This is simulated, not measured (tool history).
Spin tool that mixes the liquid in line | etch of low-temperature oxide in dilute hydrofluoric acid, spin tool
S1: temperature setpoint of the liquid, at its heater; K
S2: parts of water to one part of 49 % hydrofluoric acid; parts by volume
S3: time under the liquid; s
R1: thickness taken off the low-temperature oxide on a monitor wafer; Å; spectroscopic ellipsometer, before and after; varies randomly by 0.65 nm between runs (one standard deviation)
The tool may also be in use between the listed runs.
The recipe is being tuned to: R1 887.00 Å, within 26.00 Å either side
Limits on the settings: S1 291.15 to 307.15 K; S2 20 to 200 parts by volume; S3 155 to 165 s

run,hour,S1,S2,S3,R1
1,0.0,299.15,110,155,556.53
2,4.0,301.65,110,155,608.50
3,9.6,302.65,105,155,665.49
4,13.4,302.65,130,155,522.86
5,15.2,303.65,120,155,588.31
6,22.6,304.15,115,155,636.95
7,30.7,307.15,90,155,945.16
8,35.6,306.65,90,155,932.65

Which of these 5 next moves meets every target?
A,40.5,305.15,100,165,?
B,40.5,304.65,95,155,?
C,40.5,305.65,95,155,?
D,40.5,303.15,85,160,?
E,40.5,306.65,100,155,?

move,R1
A,836.13
B,817.67
C,848.47
D,904.79
E,829.71
A: carries the result that was furthest off beyond its target, to the other side
B: carries the result that was furthest off beyond its target, to the other side
C: carries the result that was furthest off beyond its target, to the other side
D: hits every target within its allowed miss
E: carries the result that was furthest off beyond its target, to the other side
D is the move that brings every result within its allowed miss.
